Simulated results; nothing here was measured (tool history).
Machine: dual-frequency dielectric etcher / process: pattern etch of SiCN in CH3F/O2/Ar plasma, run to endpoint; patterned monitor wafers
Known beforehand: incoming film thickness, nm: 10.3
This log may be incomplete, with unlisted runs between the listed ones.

Run 1, day 0.000: source power (W) 300, bias power (W) 72. Result: endpoint time (s) 30.694.
Run 2, day 0.350: source power (W) 350, bias power (W) 72. Result: endpoint time (s) 29.140.
Run 3, day 0.467: source power (W) 350, bias power (W) 67. Result: endpoint time (s) 30.442.
Run 4, day 0.646: source power (W) 360, bias power (W) 70. Result: endpoint time (s) 29.284.
Run 5, day 0.900: source power (W) 360, bias power (W) 78. Result: endpoint time (s) 27.853.
Run 6, day 1.233: source power (W) 370, bias power (W) 79. Result: endpoint time (s) 27.717.

What will run 7 give?
Run 7, day 1.508: source power (W) 380, bias power (W) 80. Result: endpoint time (s) ?.

Run 7 came out at endpoint time (s) 27.797.
